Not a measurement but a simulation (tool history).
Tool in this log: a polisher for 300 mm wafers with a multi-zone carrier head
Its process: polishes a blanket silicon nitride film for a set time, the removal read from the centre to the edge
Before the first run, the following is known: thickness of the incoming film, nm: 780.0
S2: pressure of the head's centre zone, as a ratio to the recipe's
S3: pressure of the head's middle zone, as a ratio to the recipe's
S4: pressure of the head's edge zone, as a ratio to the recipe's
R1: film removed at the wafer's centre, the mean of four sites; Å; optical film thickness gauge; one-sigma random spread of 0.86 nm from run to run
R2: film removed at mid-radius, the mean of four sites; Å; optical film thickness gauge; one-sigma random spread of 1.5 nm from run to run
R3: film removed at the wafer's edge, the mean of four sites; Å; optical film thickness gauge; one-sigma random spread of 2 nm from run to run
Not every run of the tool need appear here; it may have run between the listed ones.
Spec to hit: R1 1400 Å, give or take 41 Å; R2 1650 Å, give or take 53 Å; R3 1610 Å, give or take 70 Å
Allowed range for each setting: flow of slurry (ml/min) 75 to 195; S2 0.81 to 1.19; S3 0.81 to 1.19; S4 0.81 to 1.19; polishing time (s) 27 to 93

run 1 day=0 | flow_of_slurry_(ml/min)=125 S2=1 S3=1 S4=1 polishing_time_(s)=59 | R1=1587.7 R2=1614.4 R3=1659.6
run 2 day=0.112 | flow_of_slurry_(ml/min)=125 S2=1 S3=1 S4=1 polishing_time_(s)=67 | R1=1813.1 R2=1819.1 R3=1815
run 3 day=0.442 | flow_of_slurry_(ml/min)=125 S2=1 S3=1 S4=1 polishing_time_(s)=60 | R1=1614.7 R2=1634.5 R3=1650.2
run 4 day=0.708 | flow_of_slurry_(ml/min)=125 S2=1 S3=1 S4=1.08 polishing_time_(s)=60 | R1=1593.7 R2=1659.1 R3=1695.2
run 5 day=0.838 | flow_of_slurry_(ml/min)=125 S2=1 S3=1 S4=1.14 polishing_time_(s)=60 | R1=1602.9 R2=1664.8 R3=1796.7
run 6 day=0.996 | flow_of_slurry_(ml/min)=120 S2=0.99 S3=1.01 S4=1.13 polishing_time_(s)=60 | R1=1583.2 R2=1651.8 R3=1775.2
run 7 day=1.054 | flow_of_slurry_(ml/min)=120 S2=0.98 S3=1.02 S4=1.12 polishing_time_(s)=60 | R1=1583.9 R2=1669 R3=1738.3
run 8 day=1.133 | flow_of_slurry_(ml/min)=115 S2=0.97 S3=1.03 S4=1.12 polishing_time_(s)=60 | R1=1565.8 R2=1643 R3=1785.9
run 9 day=1.404 | flow_of_slurry_(ml/min)=120 S2=0.96 S3=1.03 S4=1.1 polishing_time_(s)=59 | R1=1531.4 R2=1654 R3=1677.2
run 10 day=1.45 | flow_of_slurry_(ml/min)=120 S2=0.95 S3=1.03 S4=1.1 polishing_time_(s)=59 | R1=1522.2 R2=1648.1 R3=1675.7
run 11 day=1.646 | flow_of_slurry_(ml/min)=120 S2=0.94 S3=1.03 S4=1.1 polishing_time_(s)=59 | R1=1504 R2=1659.3 R3=1702.4
run 12 day=1.988 | flow_of_slurry_(ml/min)=120 S2=0.93 S3=1.03 S4=1.09 polishing_time_(s)=59 | R1=1498.7 R2=1622 R3=1680.3

Which one of the following 5 next-run settings gets every result inside its allowed miss? There is exactly one.
run A day=2.329 | flow_of_slurry_(ml/min)=165 S2=0.86 S3=1.02 S4=1.02 polishing_time_(s)=56 | R1=? R2=? R3=?
run B day=2.329 | flow_of_slurry_(ml/min)=130 S2=0.88 S3=1 S4=1.06 polishing_time_(s)=57 | R1=? R2=? R3=?
run C day=2.329 | flow_of_slurry_(ml/min)=150 S2=0.93 S3=1.19 S4=0.99 polishing_time_(s)=53 | R1=? R2=? R3=?
run D day=2.329 | flow_of_slurry_(ml/min)=120 S2=1 S3=0.97 S4=1.06 polishing_time_(s)=56 | R1=? R2=? R3=?
run E day=2.329 | flow_of_slurry_(ml/min)=110 S2=0.98 S3=1.04 S4=0.92 polishing_time_(s)=54 | R1=? R2=? R3=?

move=A R1=1417 R2=1627.7 R3=1626.3
move=B R1=1406.3 R2=1569.5 R3=1642.8
move=C R1=1402.7 R2=1729 R3=1498.2
move=D R1=1501.9 R2=1482.4 R3=1599.3
move=E R1=1401.1 R2=1491.9 R3=1424.5
A: in spec on every target
B: brings the result that was furthest off to its target, and leaves another outside
C: brings the result that was furthest off to its target, and leaves another outside
D: lands further from the targets than the last run did
E: brings the result that was furthest off to its target, and leaves another outside
A is the move that brings every result within its allowed miss.
